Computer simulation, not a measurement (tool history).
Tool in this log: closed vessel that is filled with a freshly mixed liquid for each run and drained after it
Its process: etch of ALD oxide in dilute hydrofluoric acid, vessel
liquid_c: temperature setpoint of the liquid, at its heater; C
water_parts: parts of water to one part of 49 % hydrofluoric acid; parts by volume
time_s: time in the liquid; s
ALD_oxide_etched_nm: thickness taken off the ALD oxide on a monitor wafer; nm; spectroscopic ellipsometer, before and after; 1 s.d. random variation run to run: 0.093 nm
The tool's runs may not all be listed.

run,hour,liquid_c,water_parts,time_s,ALD_oxide_etched_nm
1,0.0,26.0,120,85,16.207
2,7.8,28.5,115,85,18.699
3,16.1,30.0,110,85,20.960
4,19.2,31.0,110,85,21.585
5,25.2,31.0,80,85,30.954
6,30.7,31.0,80,85,31.029

For run 7, what comes out?
7,38.4,29.5,80,85,?

Logged for run 7: ALD_oxide_etched_nm 29.250 nm.

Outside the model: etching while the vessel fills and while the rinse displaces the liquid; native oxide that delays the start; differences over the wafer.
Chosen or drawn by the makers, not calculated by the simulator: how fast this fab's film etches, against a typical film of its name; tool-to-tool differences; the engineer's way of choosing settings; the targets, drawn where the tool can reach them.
